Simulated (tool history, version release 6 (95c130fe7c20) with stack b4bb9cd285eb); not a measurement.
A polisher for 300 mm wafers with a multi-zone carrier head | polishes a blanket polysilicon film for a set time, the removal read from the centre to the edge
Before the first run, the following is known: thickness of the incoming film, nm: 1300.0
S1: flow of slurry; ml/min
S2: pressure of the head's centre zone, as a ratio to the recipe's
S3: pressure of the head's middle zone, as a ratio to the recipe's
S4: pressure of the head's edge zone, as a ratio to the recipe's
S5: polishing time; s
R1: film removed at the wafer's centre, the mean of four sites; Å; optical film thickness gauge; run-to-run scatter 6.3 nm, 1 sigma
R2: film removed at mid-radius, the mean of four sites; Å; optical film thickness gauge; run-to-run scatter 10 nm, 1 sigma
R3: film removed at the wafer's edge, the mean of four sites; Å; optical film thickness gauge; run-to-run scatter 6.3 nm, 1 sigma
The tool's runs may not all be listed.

| run | hour | S1 | S2 | S3 | S4 | S5 | R1 | R2 | R3 |
|---|---|---|---|---|---|---|---|---|---|
| 1 | 0 | 245 | 1 | 1 | 1 | 67 | 5239.2 | 4930.7 | 4976.9 |
| 2 | 7.7 | 245 | 0.99 | 1.01 | 1.02 | 69 | 5504.7 | 5155.1 | 5200.2 |
| 3 | 14.1 | 245 | 0.99 | 1.01 | 1.02 | 84 | 6720.7 | 6347.5 | 6393.4 |
| 4 | 18.1 | 245 | 0.99 | 1.01 | 1.02 | 100 | 7801.4 | 7434.8 | 7557.9 |
| 5 | 24.5 | 240 | 0.97 | 1.01 | 1.02 | 100 | 7651.4 | 7434.6 | 7436.5 |
| 6 | 28.5 | 240 | 0.97 | 1.04 | 1.02 | 100 | 7568.3 | 7706 | 7530.1 |
| 7 | 34.4 | 235 | 0.96 | 1.04 | 1.02 | 100 | 7516.6 | 7548.6 | 7491.9 |

Predict the results of run 8:
| 8 | 35.7 | 230 | 0.95 | 1.05 | 1.02 | 100 | ? | ? | ? |

{"run 8": {"R1": 7518.1, "R2": 7747, "R3": 7507.4}}

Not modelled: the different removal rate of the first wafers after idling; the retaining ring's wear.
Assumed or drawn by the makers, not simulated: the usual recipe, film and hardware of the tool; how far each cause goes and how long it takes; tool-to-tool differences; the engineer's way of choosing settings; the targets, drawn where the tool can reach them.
